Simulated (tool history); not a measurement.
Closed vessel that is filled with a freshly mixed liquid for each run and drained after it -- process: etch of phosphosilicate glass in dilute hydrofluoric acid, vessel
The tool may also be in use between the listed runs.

run  hour  temperature setpoint of the liquid (C)  parts of water to one part of 49 % hydrofluoric acid (parts by volume)  time in the liquid (s)  thickness taken off the phosphosilicate glass on a monitor wafer (Å)
  1   0.0                                      22                                                                      60                     105                                                                3659.3
  2   1.6                                      22                                                                      70                     105                                                                3099.1
  3   2.3                                      22                                                                      55                     105                                                                4008.6
  4   9.8                                      22                                                                      55                     110                                                                4201.3
  5  14.1                                      22                                                                      55                     110                                                                4215.6
  6  20.0                                      22                                                                      55                     105                                                                4008.4

Run 7 comes next. What will it give?
  7  27.2                                      21                                                                      55                     105                                                                     ?

{"run 7": {"thickness taken off the phosphosilicate glass on a monitor wafer (Å)": 3857.9}}

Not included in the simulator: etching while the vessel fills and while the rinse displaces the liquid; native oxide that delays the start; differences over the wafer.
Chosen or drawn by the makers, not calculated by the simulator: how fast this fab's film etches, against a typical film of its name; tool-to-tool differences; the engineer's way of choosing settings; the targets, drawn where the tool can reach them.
